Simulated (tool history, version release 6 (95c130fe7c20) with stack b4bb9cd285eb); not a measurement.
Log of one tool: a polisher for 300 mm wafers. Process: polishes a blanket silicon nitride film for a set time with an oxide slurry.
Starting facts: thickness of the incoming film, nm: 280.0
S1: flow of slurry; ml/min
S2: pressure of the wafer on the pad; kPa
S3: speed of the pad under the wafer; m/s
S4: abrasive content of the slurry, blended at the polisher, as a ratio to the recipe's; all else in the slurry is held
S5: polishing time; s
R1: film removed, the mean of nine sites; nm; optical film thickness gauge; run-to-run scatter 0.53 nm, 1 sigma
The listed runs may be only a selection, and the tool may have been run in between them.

Run 1, hour 0.0: S1 205 ml/min, S2 22.8 kPa, S3 0.90 m/s, S4 1.0, S5 60 s. Result: R1 25.652 nm.
Run 2, hour 3.5: S1 170 ml/min, S2 22.8 kPa, S3 0.90 m/s, S4 1.0, S5 60 s. Result: R1 25.470 nm.
Run 3, hour 9.3: S1 170 ml/min, S2 26.9 kPa, S3 0.94 m/s, S4 1.0, S5 60 s. Result: R1 30.530 nm.
Run 4, hour 17.5: S1 170 ml/min, S2 26.9 kPa, S3 1.10 m/s, S4 1.0, S5 60 s. Result: R1 33.515 nm.
Run 5, hour 18.8: S1 170 ml/min, S2 26.9 kPa, S3 1.10 m/s, S4 1.0, S5 60 s. Result: R1 33.586 nm.
Run 6, hour 27.6: S1 170 ml/min, S2 29.6 kPa, S3 1.14 m/s, S4 1.0, S5 60 s. Result: R1 37.642 nm.
Run 7, hour 33.5: S1 170 ml/min, S2 29.6 kPa, S3 1.14 m/s, S4 1.0, S5 60 s. Result: R1 38.310 nm.
Run 8, hour 36.2: S1 170 ml/min, S2 29.6 kPa, S3 1.14 m/s, S4 1.0, S5 60 s. Result: R1 38.132 nm.
Run 9, hour 42.5: S1 180 ml/min, S2 35.9 kPa, S3 1.16 m/s, S4 1.0, S5 60 s. Result: R1 46.438 nm.
Run 10, hour 49.4: S1 180 ml/min, S2 35.9 kPa, S3 1.20 m/s, S4 1.0, S5 60 s. Result: R1 47.072 nm.
Run 11, hour 55.3: S1 180 ml/min, S2 35.9 kPa, S3 1.24 m/s, S4 1.0, S5 60 s. Result: R1 47.555 nm.
At hour 57.0: worn pad replaced by a new one.
Run 12, hour 57.0: S1 190 ml/min, S2 35.9 kPa, S3 1.34 m/s, S4 1.0, S5 60 s. Result: R1 57.213 nm.

What will run 13 give?
Run 13, hour 59.0: S1 175 ml/min, S2 35.2 kPa, S3 1.34 m/s, S4 1.0, S5 60 s. Result: R1 ?.

R1: 56.166 nm
